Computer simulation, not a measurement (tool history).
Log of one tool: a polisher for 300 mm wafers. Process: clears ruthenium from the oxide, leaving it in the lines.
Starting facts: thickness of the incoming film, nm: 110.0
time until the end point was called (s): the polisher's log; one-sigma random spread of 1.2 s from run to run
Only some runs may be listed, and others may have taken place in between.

run  hour  flow of slurry (ml/min)  pressure of the wafer on the pad (psi)  speed of the pad under the wafer (m/s)  overpolish time after the end point (s)  time until the end point was called (s)
  1     0                      150                                     1.9                                    0.98                                       26                                   97.868
  2   1.7                      150                                     2.4                                    0.98                                       26                                   86.032
  3   3.1                      145                                     2.1                                    0.96                                       26                                   94.858
  4   9.3                      145                                     1.9                                    0.96                                       26                                   102.68
  5  12.5                      145                                     2.1                                    0.96                                       26                                   95.115
  6  18.5                      145                                     2.1                                    0.96                                       27                                    95.01
  7  25.9                      145                                     1.9                                    0.96                                       27                                   101.79
  8    32                      140                                     1.8                                    0.96                                       27                                   104.51
  9  38.5                      140                                     1.7                                    0.96                                       27                                   107.81

Expected results for the next run?
 10  45.9                      140                                     1.6                                    0.96                                       27                                        ?

time until the end point was called (s): 110.38

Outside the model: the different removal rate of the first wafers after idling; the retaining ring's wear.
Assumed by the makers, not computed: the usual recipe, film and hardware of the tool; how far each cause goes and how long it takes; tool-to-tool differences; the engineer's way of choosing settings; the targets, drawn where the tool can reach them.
